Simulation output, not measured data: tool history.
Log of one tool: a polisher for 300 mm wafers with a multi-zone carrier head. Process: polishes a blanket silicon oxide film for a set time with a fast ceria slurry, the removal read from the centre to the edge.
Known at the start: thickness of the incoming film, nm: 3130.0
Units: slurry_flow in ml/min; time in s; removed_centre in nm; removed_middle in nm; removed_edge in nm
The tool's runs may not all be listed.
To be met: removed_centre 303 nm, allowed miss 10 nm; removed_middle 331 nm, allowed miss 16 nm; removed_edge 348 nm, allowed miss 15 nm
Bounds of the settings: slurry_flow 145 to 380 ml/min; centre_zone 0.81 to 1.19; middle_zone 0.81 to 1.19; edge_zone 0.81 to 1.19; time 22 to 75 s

Run 1, hour 0: slurry_flow 245 ml/min, centre_zone 1, middle_zone 1, edge_zone 1, time 48 s. Result: removed_centre 646.45 nm, removed_middle 646.21 nm, removed_edge 677.24 nm.
Run 2, hour 7.4: slurry_flow 245 ml/min, centre_zone 1.08, middle_zone 1, edge_zone 1, time 48 s. Result: removed_centre 717.32 nm, removed_middle 646.54 nm, removed_edge 667.82 nm.
Run 3, hour 10.5: slurry_flow 245 ml/min, centre_zone 1.08, middle_zone 1.07, edge_zone 1, time 48 s. Result: removed_centre 717.83 nm, removed_middle 680.72 nm, removed_edge 658.92 nm.
Run 4, hour 19.4: slurry_flow 245 ml/min, centre_zone 1.12, middle_zone 1.07, edge_zone 1, time 48 s. Result: removed_centre 745.32 nm, removed_middle 671.34 nm, removed_edge 654.55 nm.
Run 5, hour 25.5: slurry_flow 195 ml/min, centre_zone 1.12, middle_zone 1.07, edge_zone 1, time 48 s. Result: removed_centre 721.34 nm, removed_middle 642 nm, removed_edge 656.29 nm.
Run 6, hour 26.9: slurry_flow 195 ml/min, centre_zone 1.17, middle_zone 1.07, edge_zone 1, time 48 s. Result: removed_centre 765.47 nm, removed_middle 665.54 nm, removed_edge 663.75 nm.
Run 7, hour 34.8: slurry_flow 185 ml/min, centre_zone 1.12, middle_zone 1.06, edge_zone 0.98, time 44 s. Result: removed_centre 658.83 nm, removed_middle 600.44 nm, removed_edge 593.77 nm.
Run 8, hour 38.8: slurry_flow 180 ml/min, centre_zone 1.08, middle_zone 1.03, edge_zone 0.96, time 41 s. Result: removed_centre 586.99 nm, removed_middle 522.46 nm, removed_edge 535.84 nm.
Run 9, hour 41.4: slurry_flow 155 ml/min, centre_zone 0.98, middle_zone 1.07, edge_zone 0.97, time 27 s. Result: removed_centre 342.7 nm, removed_middle 351.78 nm, removed_edge 355.75 nm.
Run 10, hour 45.3: slurry_flow 155 ml/min, centre_zone 0.97, middle_zone 1.07, edge_zone 0.97, time 27 s. Result: removed_centre 334.84 nm, removed_middle 361.32 nm, removed_edge 354.75 nm.
Run 11, hour 51.8: slurry_flow 155 ml/min, centre_zone 0.97, middle_zone 1.07, edge_zone 0.97, time 27 s. Result: removed_centre 337.22 nm, removed_middle 356.98 nm, removed_edge 344.17 nm.
Run 12, hour 53.4: slurry_flow 145 ml/min, centre_zone 0.87, middle_zone 0.99, edge_zone 1.03, time 26 s. Result: removed_centre 283.57 nm, removed_middle 319.17 nm, removed_edge 352.57 nm.
Run 13, hour 62.2: slurry_flow 150 ml/min, centre_zone 0.88, middle_zone 0.99, edge_zone 1.02, time 26 s. Result: removed_centre 296.46 nm, removed_middle 317.14 nm, removed_edge 350.94 nm.

Which of these 4 next moves meets every target?
Run A, hour 71: slurry_flow 160 ml/min, centre_zone 0.87, middle_zone 1.02, edge_zone 0.98, time 25 s. Result: removed_centre ?, removed_middle ?, removed_edge ?.
Run B, hour 71: slurry_flow 180 ml/min, centre_zone 0.87, middle_zone 0.83, edge_zone 1.12, time 26 s. Result: removed_centre ?, removed_middle ?, removed_edge ?.
Run C, hour 71: slurry_flow 175 ml/min, centre_zone 0.89, middle_zone 0.99, edge_zone 0.98, time 26 s. Result: removed_centre ?, removed_middle ?, removed_edge ?.
Run D, hour 71: slurry_flow 150 ml/min, centre_zone 0.91, middle_zone 0.87, edge_zone 0.9, time 26 s. Result: removed_centre ?, removed_middle ?, removed_edge ?.

move  removed_centre  removed_middle  removed_edge
   A          281.64          323.83        329.05
   B          298.42          288.67        371.25
   C          304.28          332.86        345.77
   D          302.58          291.75        327.02
A: brings the result that was furthest off to its target, and leaves another outside
B: further off than the last run
C: meets every target
D: further off than the last run
Answer: C

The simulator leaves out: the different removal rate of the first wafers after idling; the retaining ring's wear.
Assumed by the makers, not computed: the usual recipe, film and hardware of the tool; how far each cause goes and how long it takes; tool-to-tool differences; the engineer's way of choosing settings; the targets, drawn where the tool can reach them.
